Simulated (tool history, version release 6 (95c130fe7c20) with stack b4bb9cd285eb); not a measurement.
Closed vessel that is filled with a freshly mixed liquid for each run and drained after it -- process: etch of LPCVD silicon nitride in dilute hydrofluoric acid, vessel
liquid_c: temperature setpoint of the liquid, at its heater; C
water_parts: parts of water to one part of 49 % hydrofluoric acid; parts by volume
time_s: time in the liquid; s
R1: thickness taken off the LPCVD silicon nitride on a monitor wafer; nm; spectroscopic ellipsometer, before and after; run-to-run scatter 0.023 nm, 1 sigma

run 1 hour=0.0 | liquid_c=24.0 water_parts=115 time_s=2645 | R1=10.7260
run 2 hour=9.6 | liquid_c=24.0 water_parts=115 time_s=2855 | R1=11.5810
run 3 hour=13.6 | liquid_c=22.5 water_parts=125 time_s=2855 | R1=9.7506
run 4 hour=22.5 | liquid_c=22.5 water_parts=125 time_s=2645 | R1=9.0206
run 5 hour=27.4 | liquid_c=25.0 water_parts=125 time_s=2645 | R1=10.6120
run 6 hour=36.0 | liquid_c=28.5 water_parts=125 time_s=2645 | R1=13.2570
run 7 hour=43.9 | liquid_c=26.5 water_parts=130 time_s=2645 | R1=11.2240
run 8 hour=52.6 | liquid_c=24.5 water_parts=135 time_s=2645 | R1=9.4936
run 9 hour=58.2 | liquid_c=23.0 water_parts=140 time_s=2645 | R1=8.2934
run 10 hour=60.1 | liquid_c=22.0 water_parts=145 time_s=2645 | R1=7.5673
run 11 hour=69.3 | liquid_c=21.0 water_parts=145 time_s=2645 | R1=7.0139
run 12 hour=73.4 | liquid_c=20.0 water_parts=145 time_s=2645 | R1=6.5837
run 13 hour=81.4 | liquid_c=19.5 water_parts=145 time_s=2645 | R1=6.3334
run 14 hour=85.3 | liquid_c=19.0 water_parts=145 time_s=2645 | R1=6.1308

Run 15 has not been measured yet. What should we expect?
run 15 hour=87.7 | liquid_c=18.5 water_parts=145 time_s=2645 | R1=?

Run 15 came out at R1 5.9491 nm.
